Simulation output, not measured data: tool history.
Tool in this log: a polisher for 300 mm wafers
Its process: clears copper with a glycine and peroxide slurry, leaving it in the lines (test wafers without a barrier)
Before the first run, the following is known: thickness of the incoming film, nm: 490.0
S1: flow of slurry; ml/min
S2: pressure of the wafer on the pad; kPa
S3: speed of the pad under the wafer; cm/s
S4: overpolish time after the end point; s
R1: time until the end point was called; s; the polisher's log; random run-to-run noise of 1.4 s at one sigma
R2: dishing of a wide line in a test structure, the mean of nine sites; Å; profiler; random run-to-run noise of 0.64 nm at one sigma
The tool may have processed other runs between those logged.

| run | hour | S1 | S2 | S3 | S4 | R1 | R2 |
|---|---|---|---|---|---|---|---|
| 1 | 0 | 135 | 17.2 | 90 | 22 | 98.596 | 647.82 |
| 2 | 8.8 | 135 | 13.1 | 90 | 22 | 128.13 | 557.12 |
| 3 | 17 | 135 | 14.5 | 90 | 20 | 117.98 | 545.02 |
| 4 | 22.3 | 135 | 14.5 | 90 | 11 | 114.51 | 351.07 |
| 5 | 29 | 120 | 14.5 | 90 | 11 | 122.68 | 335.62 |
| 6 | 32.7 | 120 | 11 | 90 | 11 | 147.7 | 290.24 |
| 7 | 33.4 | 120 | 11 | 90 | 11 | 144.65 | 287.36 |
| 8 | 35.1 | 130 | 12.4 | 90 | 11 | 132.85 | 310.91 |
| 9 | 40.7 | 160 | 17.2 | 98 | 9 | 96.071 | 361.28 |
| 10 | 44.6 | 160 | 17.9 | 98 | 9 | 87.591 | 369.49 |

What does the tool deliver on the next run?
| 11 | 53.1 | 160 | 18.6 | 98 | 9 | ? | ? |

{"run 11": {"R1": 86.346, "R2": 375.83}}
